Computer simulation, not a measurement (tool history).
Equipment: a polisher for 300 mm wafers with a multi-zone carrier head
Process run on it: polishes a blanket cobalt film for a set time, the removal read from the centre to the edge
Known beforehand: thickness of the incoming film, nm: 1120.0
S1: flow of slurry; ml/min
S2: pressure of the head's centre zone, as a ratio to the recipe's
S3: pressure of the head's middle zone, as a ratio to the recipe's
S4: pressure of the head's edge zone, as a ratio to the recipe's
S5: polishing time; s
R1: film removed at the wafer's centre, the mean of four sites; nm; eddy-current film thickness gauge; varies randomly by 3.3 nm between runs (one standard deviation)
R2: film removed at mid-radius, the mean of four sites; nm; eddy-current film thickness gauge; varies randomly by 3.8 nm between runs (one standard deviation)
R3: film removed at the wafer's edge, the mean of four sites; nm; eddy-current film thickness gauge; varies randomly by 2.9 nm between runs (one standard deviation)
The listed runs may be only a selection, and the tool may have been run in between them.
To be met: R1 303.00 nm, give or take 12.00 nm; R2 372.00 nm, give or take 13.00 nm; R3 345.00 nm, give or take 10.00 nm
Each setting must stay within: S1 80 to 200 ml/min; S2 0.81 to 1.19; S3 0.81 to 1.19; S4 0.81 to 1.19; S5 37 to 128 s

run,day,S1,S2,S3,S4,S5,R1,R2,R3
1,0.000,130,1.00,1.00,1.00,82,435.22,443.07,440.50
2,0.292,125,0.97,1.00,0.98,80,423.92,424.37,423.78
3,0.662,125,0.97,0.93,0.98,80,419.49,405.01,427.48
4,0.846,125,0.97,0.93,0.98,67,342.13,338.18,355.08
5,1.200,125,0.89,0.93,0.98,67,321.87,331.94,353.74
6,1.467,125,0.89,1.01,0.98,67,317.34,361.76,355.37
7,1.704,125,0.88,1.02,0.97,67,315.31,365.86,357.30
8,2.050,115,0.86,1.07,0.91,66,299.98,360.96,333.00

Exercise: of the 5 proposed moves below, exactly one satisfies all targets within the stated allowed misses. Which move is it?
A,2.396,130,0.89,1.19,0.92,59,?,?,?
B,2.396,105,0.82,1.02,0.94,72,?,?,?
C,2.396,115,0.86,1.17,0.94,67,?,?,?
D,2.396,95,0.94,0.97,0.95,69,?,?,?
E,2.396,145,0.82,1.02,0.89,66,?,?,?

move,R1,R2,R3
A,284.17,366.72,304.31
B,298.37,370.21,361.16
C,300.65,397.71,341.54
D,315.89,328.93,340.52
E,300.59,368.58,341.95
A: moves away from the targets compared with the last run
B: carries the result that was furthest off beyond its target, to the other side
C: the furthest-off result lands on target, but another misses its tolerance
D: the furthest-off result lands on target, but another misses its tolerance
E: each result inside its tolerance
Correct choice: E, which meets every target
